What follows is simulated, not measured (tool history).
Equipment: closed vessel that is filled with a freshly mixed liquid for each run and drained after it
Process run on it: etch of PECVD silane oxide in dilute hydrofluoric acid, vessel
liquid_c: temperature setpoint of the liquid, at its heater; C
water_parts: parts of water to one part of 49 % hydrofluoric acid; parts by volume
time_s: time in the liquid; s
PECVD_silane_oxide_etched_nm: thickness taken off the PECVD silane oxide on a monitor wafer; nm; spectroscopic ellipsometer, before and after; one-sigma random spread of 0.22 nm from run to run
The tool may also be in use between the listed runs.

run	hour	liquid_c	water_parts	time_s	PECVD_silane_oxide_etched_nm
1	0.0	25.0	55	30	13.774
2	4.9	27.0	50	30	16.932
3	11.4	27.0	50	30	16.820
4	13.1	27.0	50	30	16.668
5	19.7	27.0	50	30	16.704
6	24.6	27.0	65	30	12.737
7	33.4	27.0	65	30	12.671
8	41.6	28.5	60	30	14.625

Run 9 comes next. What will it give?
9	44.7	29.5	55	30	?

Run 9 produced PECVD_silane_oxide_etched_nm 16.761 nm.
